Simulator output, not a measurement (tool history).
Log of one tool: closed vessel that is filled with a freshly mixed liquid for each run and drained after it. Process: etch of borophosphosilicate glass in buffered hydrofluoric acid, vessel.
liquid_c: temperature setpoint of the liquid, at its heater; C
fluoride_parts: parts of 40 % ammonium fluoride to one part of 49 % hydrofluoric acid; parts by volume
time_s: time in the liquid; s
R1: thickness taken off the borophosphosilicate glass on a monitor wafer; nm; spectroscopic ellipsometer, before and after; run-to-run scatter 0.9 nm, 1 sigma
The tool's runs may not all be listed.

{"run": 1, "hour": 0.0, "liquid_c": 24.0, "fluoride_parts": 19.0, "time_s": 85, "R1": 126.08}
{"run": 2, "hour": 8.5, "liquid_c": 24.0, "fluoride_parts": 14.5, "time_s": 85, "R1": 162.96}
{"run": 3, "hour": 12.3, "liquid_c": 23.0, "fluoride_parts": 15.0, "time_s": 85, "R1": 152.13}
{"run": 4, "hour": 19.2, "liquid_c": 22.0, "fluoride_parts": 15.5, "time_s": 85, "R1": 138.26}
{"run": 5, "hour": 28.0, "liquid_c": 21.0, "fluoride_parts": 15.5, "time_s": 85, "R1": 133.18}
{"hour": 35.5, "done": "thermometer replaced"}
{"run": 6, "hour": 35.5, "liquid_c": 21.0, "fluoride_parts": 15.5, "time_s": 95, "R1": 136.04}
{"run": 7, "hour": 39.2, "liquid_c": 20.5, "fluoride_parts": 15.5, "time_s": 95, "R1": 131.92}

Run 8 is up next; what results do you expect?
{"run": 8, "hour": 48.0, "liquid_c": 20.0, "fluoride_parts": 15.5, "time_s": 95, "R1": "?"}

R1: 127.31 nm
